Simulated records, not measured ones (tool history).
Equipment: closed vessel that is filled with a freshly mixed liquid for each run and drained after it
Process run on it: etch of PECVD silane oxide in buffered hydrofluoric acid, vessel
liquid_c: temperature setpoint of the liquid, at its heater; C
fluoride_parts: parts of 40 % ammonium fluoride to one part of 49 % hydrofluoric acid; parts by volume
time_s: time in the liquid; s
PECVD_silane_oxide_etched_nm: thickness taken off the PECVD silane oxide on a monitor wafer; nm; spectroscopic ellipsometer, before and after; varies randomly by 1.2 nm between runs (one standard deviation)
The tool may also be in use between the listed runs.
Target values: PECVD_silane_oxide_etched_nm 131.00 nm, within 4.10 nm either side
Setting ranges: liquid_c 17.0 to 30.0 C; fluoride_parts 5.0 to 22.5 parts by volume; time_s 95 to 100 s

Run 1, hour 0.0: liquid_c 22.0 C, fluoride_parts 13.5 parts by volume, time_s 95 s. Result: PECVD_silane_oxide_etched_nm 227.56 nm.
Run 2, hour 5.6: liquid_c 22.0 C, fluoride_parts 11.0 parts by volume, time_s 95 s. Result: PECVD_silane_oxide_etched_nm 272.76 nm.
Run 3, hour 14.4: liquid_c 21.5 C, fluoride_parts 11.5 parts by volume, time_s 95 s. Result: PECVD_silane_oxide_etched_nm 256.25 nm.
Run 4, hour 21.8: liquid_c 21.0 C, fluoride_parts 12.0 parts by volume, time_s 95 s. Result: PECVD_silane_oxide_etched_nm 239.17 nm.
Run 5, hour 30.5: liquid_c 20.5 C, fluoride_parts 12.5 parts by volume, time_s 95 s. Result: PECVD_silane_oxide_etched_nm 219.03 nm.
Run 6, hour 35.0: liquid_c 20.5 C, fluoride_parts 15.5 parts by volume, time_s 95 s. Result: PECVD_silane_oxide_etched_nm 179.10 nm.
Run 7, hour 41.0: liquid_c 20.0 C, fluoride_parts 15.5 parts by volume, time_s 95 s. Result: PECVD_silane_oxide_etched_nm 176.76 nm.
Run 8, hour 50.1: liquid_c 19.5 C, fluoride_parts 15.5 parts by volume, time_s 95 s. Result: PECVD_silane_oxide_etched_nm 169.63 nm.
Run 9, hour 52.8: liquid_c 19.0 C, fluoride_parts 15.5 parts by volume, time_s 95 s. Result: PECVD_silane_oxide_etched_nm 165.34 nm.
Run 10, hour 55.6: liquid_c 19.0 C, fluoride_parts 15.5 parts by volume, time_s 95 s. Result: PECVD_silane_oxide_etched_nm 167.15 nm.
Run 11, hour 62.0: liquid_c 18.0 C, fluoride_parts 16.5 parts by volume, time_s 95 s. Result: PECVD_silane_oxide_etched_nm 148.41 nm.
Run 12, hour 62.9: liquid_c 17.5 C, fluoride_parts 17.0 parts by volume, time_s 95 s. Result: PECVD_silane_oxide_etched_nm 138.04 nm.

Pick the move, out of 4, that brings all results within their allowed miss; only one does.
Run A, hour 63.8: liquid_c 18.0 C, fluoride_parts 17.5 parts by volume, time_s 95 s. Result: PECVD_silane_oxide_etched_nm ?.
Run B, hour 63.8: liquid_c 17.0 C, fluoride_parts 17.0 parts by volume, time_s 100 s. Result: PECVD_silane_oxide_etched_nm ?.
Run C, hour 63.8: liquid_c 17.0 C, fluoride_parts 16.0 parts by volume, time_s 95 s. Result: PECVD_silane_oxide_etched_nm ?.
Run D, hour 63.8: liquid_c 18.5 C, fluoride_parts 20.5 parts by volume, time_s 100 s. Result: PECVD_silane_oxide_etched_nm ?.

move  PECVD_silane_oxide_etched_nm
   A                        137.89
   B                        141.08
   C                        142.28
   D                        128.65
A: as far off as the last run
B: further off than the last run
C: further off than the last run
D: hits every target within its allowed miss
D is the move that brings every result within its allowed miss.
